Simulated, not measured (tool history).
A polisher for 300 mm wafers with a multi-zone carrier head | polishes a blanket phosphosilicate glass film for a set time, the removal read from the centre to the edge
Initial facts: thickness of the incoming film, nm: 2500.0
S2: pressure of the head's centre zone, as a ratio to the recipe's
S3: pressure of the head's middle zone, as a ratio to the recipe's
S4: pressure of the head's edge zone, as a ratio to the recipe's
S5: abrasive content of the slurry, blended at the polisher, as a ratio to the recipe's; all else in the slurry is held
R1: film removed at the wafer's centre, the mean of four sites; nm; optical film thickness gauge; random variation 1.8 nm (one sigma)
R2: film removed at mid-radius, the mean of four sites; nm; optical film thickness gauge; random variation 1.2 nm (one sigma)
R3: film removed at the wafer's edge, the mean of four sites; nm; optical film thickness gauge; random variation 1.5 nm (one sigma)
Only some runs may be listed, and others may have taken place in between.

{"run": 1, "day": 0.0, "flow of slurry (ml/min)": 200, "S2": 1.0, "S3": 1.0, "S4": 1.0, "S5": 1.0, "polishing time (s)": 30, "R1": 275.62, "R2": 276.6, "R3": 275.43}
{"run": 2, "day": 0.279, "flow of slurry (ml/min)": 230, "S2": 1.0, "S3": 1.0, "S4": 1.0, "S5": 1.0, "polishing time (s)": 30, "R1": 283.79, "R2": 278.74, "R3": 281.11}
{"run": 3, "day": 0.542, "flow of slurry (ml/min)": 220, "S2": 0.99, "S3": 0.97, "S4": 0.96, "S5": 0.9, "polishing time (s)": 30, "R1": 267.25, "R2": 256.62, "R3": 258.77}
{"run": 4, "day": 0.658, "flow of slurry (ml/min)": 265, "S2": 0.99, "S3": 0.97, "S4": 0.96, "S5": 0.9, "polishing time (s)": 30, "R1": 273.4, "R2": 264.61, "R3": 263.97}
{"run": 5, "day": 0.7, "flow of slurry (ml/min)": 245, "S2": 0.99, "S3": 0.97, "S4": 0.96, "S5": 0.9, "polishing time (s)": 30, "R1": 267.27, "R2": 260.31, "R3": 262.19}
{"run": 6, "day": 0.883, "flow of slurry (ml/min)": 235, "S2": 0.98, "S3": 0.94, "S4": 0.92, "S5": 0.8, "polishing time (s)": 30, "R1": 247.94, "R2": 235.79, "R3": 240.97}
{"run": 7, "day": 1.083, "flow of slurry (ml/min)": 225, "S2": 0.97, "S3": 0.93, "S4": 0.89, "S5": 0.75, "polishing time (s)": 30, "R1": 233.93, "R2": 224.95, "R3": 224.57}
{"run": 8, "day": 1.204, "flow of slurry (ml/min)": 210, "S2": 0.96, "S3": 0.91, "S4": 0.87, "S5": 0.75, "polishing time (s)": 30, "R1": 232.22, "R2": 217.02, "R3": 222.88}
{"run": 9, "day": 1.379, "flow of slurry (ml/min)": 200, "S2": 0.95, "S3": 0.9, "S4": 0.86, "S5": 0.7, "polishing time (s)": 30, "R1": 219.97, "R2": 205.36, "R3": 212.32}

For run 10, what comes out?
{"run": 10, "day": 1.708, "flow of slurry (ml/min)": 200, "S2": 0.95, "S3": 0.9, "S4": 0.86, "S5": 0.7, "polishing time (s)": 30, "R1": "?", "R2": "?", "R3": "?"}

{"run 10": {"R1": 219.03, "R2": 206.17, "R3": 209.3}}
